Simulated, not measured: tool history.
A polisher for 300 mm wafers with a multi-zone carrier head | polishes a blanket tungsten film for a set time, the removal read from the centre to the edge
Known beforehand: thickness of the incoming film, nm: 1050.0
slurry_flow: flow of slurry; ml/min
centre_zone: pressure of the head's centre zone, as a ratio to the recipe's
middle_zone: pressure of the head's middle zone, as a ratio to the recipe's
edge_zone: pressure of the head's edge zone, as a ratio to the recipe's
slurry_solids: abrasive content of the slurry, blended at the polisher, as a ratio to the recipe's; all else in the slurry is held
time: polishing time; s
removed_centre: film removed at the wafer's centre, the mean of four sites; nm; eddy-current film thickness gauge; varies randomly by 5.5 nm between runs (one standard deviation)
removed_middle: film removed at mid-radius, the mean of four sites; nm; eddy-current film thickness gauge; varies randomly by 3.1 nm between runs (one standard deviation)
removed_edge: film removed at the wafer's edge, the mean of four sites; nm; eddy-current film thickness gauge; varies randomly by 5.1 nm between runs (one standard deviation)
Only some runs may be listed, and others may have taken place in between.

run    day  slurry_flow  centre_zone  middle_zone  edge_zone  slurry_solids  time  removed_centre  removed_middle  removed_edge
  1      0          170            1            1          1              1    57          286.68          284.86        289.95
  2  0.292          170            1         0.95          1              1    57          280.94          269.75         282.8
  3  0.662          170            1         0.95          1            1.1    57          291.52          273.83        286.75
  4  0.758          170            1         0.92          1            1.1    57          285.81          269.81        291.28
  5  0.946          180            1         0.98       1.02           1.15    57          297.49          286.04        291.02
  6  1.075          175            1         1.01       1.02            1.2    59          306.84          307.78        309.84

Run 7 comes next. What will it give?
  7  1.229          175            1         1.01       1.02            1.2    59               ?               ?             ?

Run 7 gave removed_centre 305.99 nm, removed_middle 304.96 nm, removed_edge 304.76 nm.
